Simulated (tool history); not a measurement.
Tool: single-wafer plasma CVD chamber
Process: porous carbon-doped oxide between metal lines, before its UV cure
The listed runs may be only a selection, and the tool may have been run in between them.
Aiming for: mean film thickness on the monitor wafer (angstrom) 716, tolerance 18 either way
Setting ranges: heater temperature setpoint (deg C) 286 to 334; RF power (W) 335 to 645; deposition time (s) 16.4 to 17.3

run,day,heater temperature setpoint (deg C),RF power (W),deposition time (s),mean film thickness on the monitor wafer (angstrom)
1,0,310,490,17.3,913.04
2,0.2,315,490,17.3,883.33
3,0.458,315,435,17.3,835.81
4,0.55,323,435,17.3,795.28
5,0.688,324,430,17.3,790.46
6,0.775,325,425,17.3,777.86
7,1.092,326,420,17.3,767.86
8,1.15,327,415,17.3,761.96
9,1.183,328,410,17.3,750.95
10,1.208,329,410,17.3,747.84

Pick the move, out of 5, that brings all results within their allowed miss; only one does.
A,1.233,329,430,17.1,?
B,1.233,315,340,16.9,?
C,1.233,327,405,17.3,?
D,1.233,327,415,17.3,?
E,1.233,316,375,17.3,?

move,mean film thickness on the monitor wafer (angstrom)
A,757.3
B,712.86
C,748.58
D,758.76
E,763.92
A: its largest miss is bigger than the last run's
B: in spec on every target
C: no nearer and no further than the last run
D: its largest miss is bigger than the last run's
E: its largest miss is bigger than the last run's
Move B is the one to make.

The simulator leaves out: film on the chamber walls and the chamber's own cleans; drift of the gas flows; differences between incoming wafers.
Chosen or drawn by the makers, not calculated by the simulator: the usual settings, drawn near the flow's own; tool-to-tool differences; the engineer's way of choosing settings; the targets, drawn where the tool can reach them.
